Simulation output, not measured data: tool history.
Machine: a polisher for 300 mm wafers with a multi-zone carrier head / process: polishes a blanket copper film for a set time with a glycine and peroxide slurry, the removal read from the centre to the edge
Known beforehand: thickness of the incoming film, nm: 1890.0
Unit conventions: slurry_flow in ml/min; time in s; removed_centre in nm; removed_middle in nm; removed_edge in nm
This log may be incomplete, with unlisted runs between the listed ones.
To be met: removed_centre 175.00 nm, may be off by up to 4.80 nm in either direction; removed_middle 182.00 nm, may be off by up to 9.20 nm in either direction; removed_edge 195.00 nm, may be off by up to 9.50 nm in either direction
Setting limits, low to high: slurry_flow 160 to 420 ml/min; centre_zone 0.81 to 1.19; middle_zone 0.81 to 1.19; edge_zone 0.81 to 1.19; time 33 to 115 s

| run | hour | slurry_flow | centre_zone | middle_zone | edge_zone | time | removed_centre | removed_middle | removed_edge |
|---|---|---|---|---|---|---|---|---|---|
| 1 | 0.0 | 270 | 1.00 | 1.00 | 1.00 | 73 | 358.81 | 356.52 | 346.80 |
| 2 | 2.9 | 270 | 1.00 | 0.95 | 1.00 | 73 | 364.93 | 348.72 | 353.57 |
| 3 | 8.6 | 220 | 1.00 | 0.95 | 1.00 | 73 | 346.11 | 336.71 | 345.47 |
| 4 | 12.2 | 215 | 0.96 | 0.92 | 0.98 | 60 | 276.12 | 263.60 | 279.61 |
| 5 | 14.1 | 205 | 0.92 | 0.92 | 0.96 | 54 | 235.74 | 243.73 | 250.58 |
| 6 | 16.0 | 200 | 0.90 | 0.89 | 0.94 | 50 | 210.08 | 214.67 | 230.37 |
| 7 | 20.5 | 205 | 0.89 | 0.88 | 0.91 | 48 | 200.54 | 205.66 | 218.34 |
| 8 | 23.6 | 200 | 0.82 | 0.81 | 0.83 | 43 | 166.59 | 174.82 | 187.36 |
| 9 | 26.3 | 210 | 0.83 | 0.82 | 0.84 | 43 | 168.87 | 179.58 | 190.09 |

Pick the move, out of 5, that brings all results within their allowed miss; only one does.
| A | 29.0 | 210 | 0.83 | 0.89 | 0.88 | 41 | ? | ? | ? |
| B | 29.0 | 190 | 0.82 | 0.81 | 0.89 | 43 | ? | ? | ? |
| C | 29.0 | 160 | 0.83 | 0.86 | 0.89 | 43 | ? | ? | ? |
| D | 29.0 | 230 | 0.81 | 0.82 | 0.88 | 42 | ? | ? | ? |
| E | 29.0 | 190 | 0.84 | 0.82 | 0.85 | 45 | ? | ? | ? |

| move | removed_centre | removed_middle | removed_edge |
|---|---|---|---|
| A | 161.24 | 181.56 | 183.15 |
| B | 164.11 | 175.91 | 190.91 |
| C | 160.55 | 177.58 | 186.55 |
| D | 163.38 | 178.20 | 189.56 |
| E | 175.99 | 185.59 | 196.17 |
A: further off than the last run
B: further off than the last run
C: further off than the last run
D: further off than the last run
E: each result inside its tolerance
The right move is E.
